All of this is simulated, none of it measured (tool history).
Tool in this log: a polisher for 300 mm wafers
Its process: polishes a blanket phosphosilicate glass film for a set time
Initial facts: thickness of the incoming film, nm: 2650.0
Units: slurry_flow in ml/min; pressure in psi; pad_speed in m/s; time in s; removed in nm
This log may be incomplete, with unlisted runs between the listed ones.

run 1 hour=0.0 | slurry_flow=150 pressure=2.4 pad_speed=1.24 slurry_solids=1.0 time=57 | removed=554.51
run 2 hour=3.6 | slurry_flow=125 pressure=2.4 pad_speed=1.24 slurry_solids=1.0 time=57 | removed=539.81
run 3 hour=8.9 | slurry_flow=125 pressure=2.4 pad_speed=0.94 slurry_solids=1.0 time=57 | removed=441.15
run 4 hour=16.5 | slurry_flow=130 pressure=2.7 pad_speed=0.94 slurry_solids=1.0 time=57 | removed=495.15
run 5 hour=22.4 | slurry_flow=140 pressure=2.7 pad_speed=0.94 slurry_solids=1.0 time=57 | removed=505.16
run 6 hour=30.7 | slurry_flow=140 pressure=3.0 pad_speed=0.94 slurry_solids=1.0 time=57 | removed=560.49
run 7 hour=33.3 | slurry_flow=145 pressure=3.2 pad_speed=0.94 slurry_solids=1.0 time=57 | removed=583.37
run 8 hour=37.9 | slurry_flow=145 pressure=3.3 pad_speed=0.98 slurry_solids=1.0 time=57 | removed=608.35
run 9 hour=39.9 | slurry_flow=150 pressure=3.4 pad_speed=1.02 slurry_solids=1.0 time=57 | removed=642.07
run 10 hour=42.9 | slurry_flow=150 pressure=3.5 pad_speed=1.04 slurry_solids=1.0 time=57 | removed=672.53
run 11 hour=45.7 | slurry_flow=150 pressure=3.5 pad_speed=1.06 slurry_solids=1.0 time=57 | removed=680.07
-- hour=50.0 head pressure recalibrated
run 12 hour=50.0 | slurry_flow=150 pressure=3.5 pad_speed=1.08 slurry_solids=1.0 time=57 | removed=653.90

Run 13, settings as shown, results not yet in. Your forecast:
run 13 hour=52.7 | slurry_flow=150 pressure=3.5 pad_speed=1.08 slurry_solids=1.0 time=57 | removed=?

{"run 13": {"removed": 657.02}}

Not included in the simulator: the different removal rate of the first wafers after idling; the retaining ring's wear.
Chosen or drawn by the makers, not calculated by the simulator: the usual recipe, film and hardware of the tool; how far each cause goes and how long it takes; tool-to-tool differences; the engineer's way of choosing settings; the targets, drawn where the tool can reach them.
